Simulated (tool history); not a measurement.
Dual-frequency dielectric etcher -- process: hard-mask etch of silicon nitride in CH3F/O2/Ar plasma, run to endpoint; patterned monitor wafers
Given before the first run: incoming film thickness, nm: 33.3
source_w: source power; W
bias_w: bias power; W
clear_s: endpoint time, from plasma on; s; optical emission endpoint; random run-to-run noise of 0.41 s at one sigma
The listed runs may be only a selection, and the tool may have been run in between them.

run	hour	source_w	bias_w	clear_s
1	0.0	300	65	56.964
2	1.4	300	58	59.331
3	9.6	280	57	61.123
4	11.0	320	57	58.853
# hour 18.9: source power generator calibrated
5	18.9	300	57	59.864
6	26.6	360	57	56.331

Run 7 is up next; what results do you expect?
7	35.6	320	55	?

{"run 7": {"clear_s": 58.792}}
